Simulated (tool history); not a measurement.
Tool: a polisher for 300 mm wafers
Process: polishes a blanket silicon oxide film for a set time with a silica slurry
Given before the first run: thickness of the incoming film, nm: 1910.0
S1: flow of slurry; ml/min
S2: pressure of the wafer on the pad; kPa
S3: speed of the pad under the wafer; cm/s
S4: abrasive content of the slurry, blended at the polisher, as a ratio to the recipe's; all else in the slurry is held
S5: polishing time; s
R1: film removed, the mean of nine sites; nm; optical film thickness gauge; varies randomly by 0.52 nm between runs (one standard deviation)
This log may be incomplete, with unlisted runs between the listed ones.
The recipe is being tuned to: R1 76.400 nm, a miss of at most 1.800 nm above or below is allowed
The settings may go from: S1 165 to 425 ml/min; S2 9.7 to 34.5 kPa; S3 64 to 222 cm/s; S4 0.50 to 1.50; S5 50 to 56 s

run  hour   S1    S2   S3    S4  S5       R1
  1   0.0  275  22.1  142  1.00  56  180.760
  2   6.7  275  22.1  168  1.00  56  207.060
  3   8.0  275  22.1  168  1.00  50  183.520
  4  13.3  275  22.1  168  1.00  50  185.330
  5  14.1  270  19.3  154  1.00  50  151.510
  6  18.1  270  19.3  154  0.90  50  143.250
  7  24.8  265  17.2  148  0.90  50  123.580
  8  30.6  260  15.2  144  0.90  50  108.210
  9  32.1  255  13.8  142  0.90  50   97.177
 10  35.6  245  13.1  142  0.90  50   93.152
 11  41.7  235  12.4  142  0.90  50   88.375
 12  47.6  225  11.7  142  0.90  50   83.739
 13  50.5  215  11.7  142  0.90  50   82.999
 14  53.3  200   9.7  142  0.90  50   69.375
     59.8  -- slurry nozzle cleaned
 15  59.8  210   9.7  142  0.90  50   74.259

Exercise: of the 4 proposed moves below, exactly one satisfies all targets within the stated allowed misses. Which move is it?
  A  66.3  185   9.7  146  0.85  50   ?
  B  66.3  170  12.4  144  0.65  53   ?
  C  66.3  235   9.7  142  0.90  51   ?
  D  66.3  215   9.7  154  0.75  51   ?

move      R1
   A  72.283
   B  71.911
   C  77.769
   D  70.871
A: moves away from the targets compared with the last run
B: moves away from the targets compared with the last run
C: all results in spec
D: moves away from the targets compared with the last run
The right move is C.

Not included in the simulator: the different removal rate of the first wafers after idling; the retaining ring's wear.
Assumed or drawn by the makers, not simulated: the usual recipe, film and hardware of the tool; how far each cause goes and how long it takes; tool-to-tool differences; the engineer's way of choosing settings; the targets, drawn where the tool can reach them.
